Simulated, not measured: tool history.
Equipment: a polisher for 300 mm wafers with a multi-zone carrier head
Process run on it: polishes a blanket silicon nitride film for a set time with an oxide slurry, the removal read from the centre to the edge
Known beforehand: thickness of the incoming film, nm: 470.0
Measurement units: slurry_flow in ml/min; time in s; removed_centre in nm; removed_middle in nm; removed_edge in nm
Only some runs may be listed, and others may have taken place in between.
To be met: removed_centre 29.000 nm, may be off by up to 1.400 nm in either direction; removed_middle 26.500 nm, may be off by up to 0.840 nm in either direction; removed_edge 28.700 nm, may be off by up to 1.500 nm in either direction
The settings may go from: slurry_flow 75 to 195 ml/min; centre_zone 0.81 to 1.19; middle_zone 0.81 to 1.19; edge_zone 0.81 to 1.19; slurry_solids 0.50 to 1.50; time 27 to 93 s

{"run": 1, "day": 0.0, "slurry_flow": 125, "centre_zone": 1.0, "middle_zone": 1.0, "edge_zone": 1.0, "slurry_solids": 1.0, "time": 59, "removed_centre": 30.389, "removed_middle": 32.164, "removed_edge": 30.562}
{"run": 2, "day": 0.167, "slurry_flow": 125, "centre_zone": 1.0, "middle_zone": 1.0, "edge_zone": 0.95, "slurry_solids": 1.0, "time": 59, "removed_centre": 31.329, "removed_middle": 31.98, "removed_edge": 30.58}
{"run": 3, "day": 0.292, "slurry_flow": 125, "centre_zone": 1.0, "middle_zone": 1.0, "edge_zone": 0.89, "slurry_solids": 1.0, "time": 59, "removed_centre": 31.339, "removed_middle": 30.969, "removed_edge": 28.922}
{"run": 4, "day": 0.617, "slurry_flow": 115, "centre_zone": 1.0, "middle_zone": 0.96, "edge_zone": 0.9, "slurry_solids": 1.0, "time": 59, "removed_centre": 30.404, "removed_middle": 29.554, "removed_edge": 29.543}
{"run": 5, "day": 0.738, "slurry_flow": 105, "centre_zone": 1.01, "middle_zone": 0.94, "edge_zone": 0.89, "slurry_solids": 1.0, "time": 59, "removed_centre": 29.66, "removed_middle": 28.382, "removed_edge": 29.17}
{"run": 6, "day": 1.062, "slurry_flow": 105, "centre_zone": 1.01, "middle_zone": 0.94, "edge_zone": 0.89, "slurry_solids": 1.1, "time": 59, "removed_centre": 31.295, "removed_middle": 29.474, "removed_edge": 30.297}
{"run": 7, "day": 1.292, "slurry_flow": 100, "centre_zone": 1.01, "middle_zone": 0.93, "edge_zone": 0.88, "slurry_solids": 1.1, "time": 59, "removed_centre": 31.116, "removed_middle": 28.845, "removed_edge": 29.707}
{"run": 8, "day": 1.346, "slurry_flow": 95, "centre_zone": 1.01, "middle_zone": 0.92, "edge_zone": 0.87, "slurry_solids": 1.1, "time": 59, "removed_centre": 29.394, "removed_middle": 28.237, "removed_edge": 29.043}
{"run": 9, "day": 1.629, "slurry_flow": 95, "centre_zone": 1.01, "middle_zone": 0.92, "edge_zone": 0.87, "slurry_solids": 1.1, "time": 59, "removed_centre": 29.775, "removed_middle": 28.859, "removed_edge": 28.798}
{"run": 10, "day": 1.938, "slurry_flow": 90, "centre_zone": 1.02, "middle_zone": 0.9, "edge_zone": 0.87, "slurry_solids": 1.1, "time": 59, "removed_centre": 30.115, "removed_middle": 27.052, "removed_edge": 28.582}

4 next moves are on the table. One of them brings every result within its allowed miss. Which?
{"run": "A", "day": 2.246, "slurry_flow": 120, "centre_zone": 1.12, "middle_zone": 0.88, "edge_zone": 0.81, "slurry_solids": 0.85, "time": 64, "removed_centre": "?", "removed_middle": "?", "removed_edge": "?"}
{"run": "B", "day": 2.246, "slurry_flow": 95, "centre_zone": 1.01, "middle_zone": 0.89, "edge_zone": 0.96, "slurry_solids": 0.8, "time": 68, "removed_centre": "?", "removed_middle": "?", "removed_edge": "?"}
{"run": "C", "day": 2.246, "slurry_flow": 105, "centre_zone": 1.12, "middle_zone": 0.82, "edge_zone": 0.86, "slurry_solids": 1.0, "time": 60, "removed_centre": "?", "removed_middle": "?", "removed_edge": "?"}
{"run": "D", "day": 2.246, "slurry_flow": 85, "centre_zone": 1.12, "middle_zone": 0.83, "edge_zone": 0.81, "slurry_solids": 1.2, "time": 59, "removed_centre": "?", "removed_middle": "?", "removed_edge": "?"}

move=A removed_centre=33.061 removed_middle=27.776 removed_edge=27.994
move=B removed_centre=28.783 removed_middle=26.737 removed_edge=28.621
move=C removed_centre=32.534 removed_middle=25.940 removed_edge=28.514
move=D removed_centre=32.145 removed_middle=26.183 removed_edge=28.735
A: its largest miss is bigger than the last run's
B: all results land within tolerance of their targets
C: its largest miss is bigger than the last run's
D: its largest miss is bigger than the last run's
The move that meets every target is B.

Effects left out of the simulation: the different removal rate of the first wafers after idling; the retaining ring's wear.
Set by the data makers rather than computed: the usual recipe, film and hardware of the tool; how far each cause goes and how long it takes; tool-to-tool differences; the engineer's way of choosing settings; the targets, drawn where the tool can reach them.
